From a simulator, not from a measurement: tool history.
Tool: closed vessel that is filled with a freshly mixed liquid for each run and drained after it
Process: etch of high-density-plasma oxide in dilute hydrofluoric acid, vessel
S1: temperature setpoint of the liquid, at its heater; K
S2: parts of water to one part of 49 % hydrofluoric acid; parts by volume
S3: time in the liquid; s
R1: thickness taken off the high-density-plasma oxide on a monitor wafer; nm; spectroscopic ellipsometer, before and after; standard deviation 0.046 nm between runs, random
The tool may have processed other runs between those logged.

{"run": 1, "hour": 0.0, "S1": 298.15, "S2": 140, "S3": 150, "R1": 6.4306}
{"run": 2, "hour": 2.3, "S1": 296.15, "S2": 140, "S3": 150, "R1": 6.0741}
{"run": 3, "hour": 6.0, "S1": 296.15, "S2": 105, "S3": 150, "R1": 8.1635}
{"run": 4, "hour": 12.6, "S1": 294.65, "S2": 105, "S3": 150, "R1": 7.8689}
{"run": 5, "hour": 16.0, "S1": 294.65, "S2": 105, "S3": 150, "R1": 7.7912}
{"run": 6, "hour": 21.6, "S1": 296.65, "S2": 105, "S3": 150, "R1": 8.4985}
{"run": 7, "hour": 26.9, "S1": 294.65, "S2": 115, "S3": 150, "R1": 7.2099}

Predict the results of run 8:
{"run": 8, "hour": 29.9, "S1": 293.15, "S2": 125, "S3": 150, "R1": "?"}

Run 8 produced R1 6.0379 nm.
